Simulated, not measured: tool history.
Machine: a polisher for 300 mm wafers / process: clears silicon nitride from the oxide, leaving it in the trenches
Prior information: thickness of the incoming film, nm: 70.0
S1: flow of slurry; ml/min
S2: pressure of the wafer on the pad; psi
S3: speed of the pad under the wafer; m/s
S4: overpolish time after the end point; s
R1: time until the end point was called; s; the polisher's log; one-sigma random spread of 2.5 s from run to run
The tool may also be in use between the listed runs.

Run 1, day 0.000: S1 245 ml/min, S2 2.0 psi, S3 1.10 m/s, S4 5 s. Result: R1 98.462 s.
Run 2, day 0.238: S1 245 ml/min, S2 2.0 psi, S3 1.10 m/s, S4 5 s. Result: R1 102.730 s.
Run 3, day 0.404: S1 245 ml/min, S2 2.0 psi, S3 1.38 m/s, S4 5 s. Result: R1 80.242 s.
Run 4, day 0.483: S1 300 ml/min, S2 2.0 psi, S3 1.38 m/s, S4 5 s. Result: R1 78.167 s.
Run 5, day 0.592: S1 300 ml/min, S2 2.2 psi, S3 1.38 m/s, S4 5 s. Result: R1 72.454 s.
Run 6, day 0.754: S1 300 ml/min, S2 2.0 psi, S3 1.32 m/s, S4 5 s. Result: R1 83.264 s.
Run 7, day 0.875: S1 300 ml/min, S2 1.8 psi, S3 1.28 m/s, S4 5 s. Result: R1 96.290 s.

Expected results for the next run?
Run 8, day 0.921: S1 300 ml/min, S2 1.2 psi, S3 1.22 m/s, S4 5 s. Result: R1 ?.

R1: 145.690 s

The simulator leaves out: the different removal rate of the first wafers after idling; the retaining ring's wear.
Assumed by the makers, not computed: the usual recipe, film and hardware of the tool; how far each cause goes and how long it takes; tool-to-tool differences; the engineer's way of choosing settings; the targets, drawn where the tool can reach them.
